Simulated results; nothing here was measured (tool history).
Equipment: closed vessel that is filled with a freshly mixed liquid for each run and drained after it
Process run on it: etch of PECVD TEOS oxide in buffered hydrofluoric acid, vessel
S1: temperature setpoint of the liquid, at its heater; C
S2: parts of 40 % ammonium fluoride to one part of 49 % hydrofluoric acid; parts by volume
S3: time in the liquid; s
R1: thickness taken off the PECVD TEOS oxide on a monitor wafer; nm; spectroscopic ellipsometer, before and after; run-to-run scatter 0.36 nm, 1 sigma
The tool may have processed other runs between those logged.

run,day,S1,S2,S3,R1
1,0,24,20,30,20.195
2,0.338,26,17,30,26.244
3,0.633,26,14.5,30,30.683
4,0.912,27.5,13,30,37.172
5,1.292,28.5,12.5,30,40.773
6,1.4,28.5,12.5,30,40.287
7,1.65,29.5,12,30,44.218
8,1.754,30,11.5,30,47.888

For run 9, what comes out?
9,2.058,30.5,11.5,30,?

{"run 9": {"R1": 49.12}}
